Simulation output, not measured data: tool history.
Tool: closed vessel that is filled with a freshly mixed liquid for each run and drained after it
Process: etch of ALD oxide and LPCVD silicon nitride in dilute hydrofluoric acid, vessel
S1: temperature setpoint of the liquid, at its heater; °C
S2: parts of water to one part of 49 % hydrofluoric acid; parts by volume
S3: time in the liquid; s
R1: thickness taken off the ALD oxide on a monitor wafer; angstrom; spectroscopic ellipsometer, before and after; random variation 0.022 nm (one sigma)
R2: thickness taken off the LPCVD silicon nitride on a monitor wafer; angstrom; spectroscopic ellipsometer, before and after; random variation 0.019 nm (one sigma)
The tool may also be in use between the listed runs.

run 1 hour=0.0 | S1=26.0 S2=95 S3=60 | R1=84.088 R2=2.8503
run 2 hour=6.3 | S1=24.0 S2=100 S3=60 | R1=72.771 R2=2.7194
run 3 hour=15.4 | S1=24.0 S2=75 S3=60 | R1=100.640 R2=3.1545
run 4 hour=19.8 | S1=24.0 S2=55 S3=60 | R1=140.100 R2=4.6565
run 5 hour=23.1 | S1=22.0 S2=70 S3=60 | R1=100.400 R2=3.2246
run 6 hour=25.3 | S1=21.0 S2=80 S3=60 | R1=83.277 R2=2.2443
run 7 hour=33.4 | S1=20.5 S2=85 S3=60 | R1=75.621 R2=2.2425

The next listed run, before its measurement:
run 8 hour=37.9 | S1=18.0 S2=105 S3=60 | R1=? R2=?

Run 8 gave R1 54.275 angstrom, R2 1.4348 angstrom.
